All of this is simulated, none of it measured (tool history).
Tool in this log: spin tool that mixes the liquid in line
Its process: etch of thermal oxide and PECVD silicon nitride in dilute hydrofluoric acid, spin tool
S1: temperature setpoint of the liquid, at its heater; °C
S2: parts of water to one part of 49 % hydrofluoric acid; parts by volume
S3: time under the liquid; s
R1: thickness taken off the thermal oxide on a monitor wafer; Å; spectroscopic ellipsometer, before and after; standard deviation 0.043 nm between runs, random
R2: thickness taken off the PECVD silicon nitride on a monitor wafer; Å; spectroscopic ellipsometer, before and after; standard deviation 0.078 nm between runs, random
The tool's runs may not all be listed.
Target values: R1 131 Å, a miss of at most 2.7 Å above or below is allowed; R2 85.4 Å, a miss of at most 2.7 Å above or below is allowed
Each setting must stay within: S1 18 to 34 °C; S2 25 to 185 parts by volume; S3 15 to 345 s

{"run": 1, "hour": 0.0, "S1": 26, "S2": 105, "S3": 175, "R1": 87.526, "R2": 67.638}
{"run": 2, "hour": 2.3, "S1": 25.5, "S2": 90, "S3": 170, "R1": 99.25, "R2": 73.009}
{"run": 3, "hour": 4.6, "S1": 22.5, "S2": 90, "S3": 170, "R1": 88.049, "R2": 59.712}
{"run": 4, "hour": 8.7, "S1": 19.5, "S2": 90, "S3": 170, "R1": 78.045, "R2": 49.906}
{"run": 5, "hour": 13.7, "S1": 20.5, "S2": 80, "S3": 165, "R1": 90.117, "R2": 57.185}
{"run": 6, "hour": 17.6, "S1": 21.5, "S2": 75, "S3": 160, "R1": 97.541, "R2": 63.504}
{"run": 7, "hour": 21.3, "S1": 22, "S2": 70, "S3": 160, "R1": 107.5, "R2": 70.681}
{"run": 8, "hour": 23.6, "S1": 22, "S2": 65, "S3": 160, "R1": 116.31, "R2": 75.042}

5 next moves are on the table. One of them brings every result within its allowed miss. Which?
{"run": "A", "hour": 25.9, "S1": 22, "S2": 60, "S3": 165, "R1": "?", "R2": "?"}
{"run": "B", "hour": 25.9, "S1": 20.5, "S2": 60, "S3": 185, "R1": "?", "R2": "?"}
{"run": "C", "hour": 25.9, "S1": 20.5, "S2": 55, "S3": 170, "R1": "?", "R2": "?"}
{"run": "D", "hour": 25.9, "S1": 21.5, "S2": 65, "S3": 175, "R1": "?", "R2": "?"}
{"run": "E", "hour": 25.9, "S1": 26.5, "S2": 70, "S3": 160, "R1": "?", "R2": "?"}

move=A R1=130.67 R2=86.672
move=B R1=137.62 R2=87.684
move=C R1=138.79 R2=87.707
move=D R1=124.53 R2=82.154
move=E R1=128.69 R2=97.565
A: every result within its allowed miss
B: carries the result that was furthest off beyond its target, to the other side
C: carries the result that was furthest off beyond its target, to the other side
D: closes in on the targets versus the last run, not all within tolerance yet
E: the furthest-off result lands on target, but another misses its tolerance
Go with A: it meets all targets.
